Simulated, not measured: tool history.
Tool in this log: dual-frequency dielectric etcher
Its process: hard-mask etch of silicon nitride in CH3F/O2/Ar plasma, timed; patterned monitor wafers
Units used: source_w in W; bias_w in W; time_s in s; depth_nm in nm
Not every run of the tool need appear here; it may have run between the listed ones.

Run 1, day 0.000: source_w 300 W, bias_w 55 W, time_s 112.5 s. Result: depth_nm 62.552 nm.
Run 2, day 0.308: source_w 300 W, bias_w 59 W, time_s 112.5 s. Result: depth_nm 63.953 nm.
Run 3, day 0.483: source_w 330 W, bias_w 59 W, time_s 112.5 s. Result: depth_nm 66.124 nm.
Run 4, day 0.825: source_w 290 W, bias_w 57 W, time_s 112.0 s. Result: depth_nm 61.881 nm.
Run 5, day 0.912: source_w 290 W, bias_w 57 W, time_s 112.5 s. Result: depth_nm 62.415 nm.
Run 6, day 1.233: source_w 290 W, bias_w 57 W, time_s 112.5 s. Result: depth_nm 62.396 nm.
Run 7, day 1.479: source_w 270 W, bias_w 56 W, time_s 112.5 s. Result: depth_nm 60.565 nm.
Run 8, day 1.779: source_w 250 W, bias_w 55 W, time_s 112.5 s. Result: depth_nm 58.676 nm.

What does the tool deliver on the next run?
Run 9, day 1.992: source_w 240 W, bias_w 55 W, time_s 112.5 s. Result: depth_nm ?.

Run 9 yielded depth_nm 57.327 nm.
